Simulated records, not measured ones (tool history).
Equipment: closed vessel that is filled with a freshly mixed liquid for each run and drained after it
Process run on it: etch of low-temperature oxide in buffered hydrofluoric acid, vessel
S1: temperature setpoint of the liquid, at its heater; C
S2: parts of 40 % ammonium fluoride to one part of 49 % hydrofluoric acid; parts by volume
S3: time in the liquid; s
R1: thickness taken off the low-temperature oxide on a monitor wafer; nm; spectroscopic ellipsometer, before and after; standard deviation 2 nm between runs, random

run    day  S1  S2   S3      R1
  1      0  21  13  100  199.74
  2  0.329  20  13  100  194.35
  3  0.496  20  13  105   198.2
  4   0.55  17  13  105  169.17
  5  0.738  17  13  105  168.04
  6  1.021  18  13  105  180.21
  7   1.05  19  13  105  189.37

Estimate the outcome of run 8 from the log above:
  8  1.179  19.5  13  105   ?

R1: 194.18 nm
